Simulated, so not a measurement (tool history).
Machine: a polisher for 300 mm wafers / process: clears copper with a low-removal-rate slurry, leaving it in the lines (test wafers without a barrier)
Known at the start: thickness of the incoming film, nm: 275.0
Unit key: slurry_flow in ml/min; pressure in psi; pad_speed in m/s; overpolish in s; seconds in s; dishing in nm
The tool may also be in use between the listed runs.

{"run": 1, "day": 0.0, "slurry_flow": 290, "pressure": 2.9, "pad_speed": 1, "slurry_solids": 1, "overpolish": 30, "seconds": 90.566, "dishing": 43.646}
{"run": 2, "day": 0.067, "slurry_flow": 290, "pressure": 3.2, "pad_speed": 1, "slurry_solids": 1, "overpolish": 30, "seconds": 84.547, "dishing": 46.972}
{"run": 3, "day": 0.338, "slurry_flow": 290, "pressure": 3.7, "pad_speed": 1, "slurry_solids": 1, "overpolish": 30, "seconds": 72.468, "dishing": 51.825}
{"run": 4, "day": 0.671, "slurry_flow": 290, "pressure": 3.7, "pad_speed": 1, "slurry_solids": 1.2, "overpolish": 30, "seconds": 68.55, "dishing": 52.491}
{"run": 5, "day": 0.804, "slurry_flow": 290, "pressure": 4.3, "pad_speed": 1, "slurry_solids": 1.2, "overpolish": 30, "seconds": 58.894, "dishing": 58.55}
{"run": 6, "day": 1.15, "slurry_flow": 290, "pressure": 4.3, "pad_speed": 1, "slurry_solids": 1.2, "overpolish": 42, "seconds": 59.386, "dishing": 68.825}
{"run": 7, "day": 1.312, "slurry_flow": 290, "pressure": 3.7, "pad_speed": 0.96, "slurry_solids": 1.25, "overpolish": 35, "seconds": 72.478, "dishing": 58.066}
{"run": 8, "day": 1.6, "slurry_flow": 265, "pressure": 3.3, "pad_speed": 0.96, "slurry_solids": 1.1, "overpolish": 29, "seconds": 83.328, "dishing": 47.393}
{"run": 9, "day": 1.867, "slurry_flow": 305, "pressure": 2.9, "pad_speed": 0.94, "slurry_solids": 1, "overpolish": 25, "seconds": 98.413, "dishing": 36.477}
{"run": 10, "day": 2.225, "slurry_flow": 320, "pressure": 2.6, "pad_speed": 0.94, "slurry_solids": 1, "overpolish": 23, "seconds": 106.2, "dishing": 32.784}
{"run": 11, "day": 2.538, "slurry_flow": 330, "pressure": 2.4, "pad_speed": 0.94, "slurry_solids": 1, "overpolish": 21, "seconds": 114.6, "dishing": 28.352}
{"run": 12, "day": 2.646, "slurry_flow": 340, "pressure": 2.2, "pad_speed": 0.94, "slurry_solids": 1, "overpolish": 20, "seconds": 124.06, "dishing": 25.374}
{"run": 13, "day": 2.842, "slurry_flow": 350, "pressure": 2.1, "pad_speed": 0.94, "slurry_solids": 1, "overpolish": 20, "seconds": 131.07, "dishing": 24.394}
{"run": 14, "day": 3.008, "slurry_flow": 360, "pressure": 2, "pad_speed": 0.94, "slurry_solids": 1, "overpolish": 20, "seconds": 134.88, "dishing": 23.451}
{"run": 15, "day": 3.038, "slurry_flow": 370, "pressure": 2, "pad_speed": 0.94, "slurry_solids": 1, "overpolish": 20, "seconds": 137.12, "dishing": 23.073}
{"run": 16, "day": 3.258, "slurry_flow": 380, "pressure": 2, "pad_speed": 0.94, "slurry_solids": 1, "overpolish": 20, "seconds": 136.85, "dishing": 23.332}

Run 17 is up next; what results do you expect?
{"run": 17, "day": 3.567, "slurry_flow": 370, "pressure": 1.8, "pad_speed": 0.94, "slurry_solids": 1, "overpolish": 15, "seconds": "?", "dishing": "?"}

{"run 17": {"seconds": 150.92, "dishing": 16.582}}
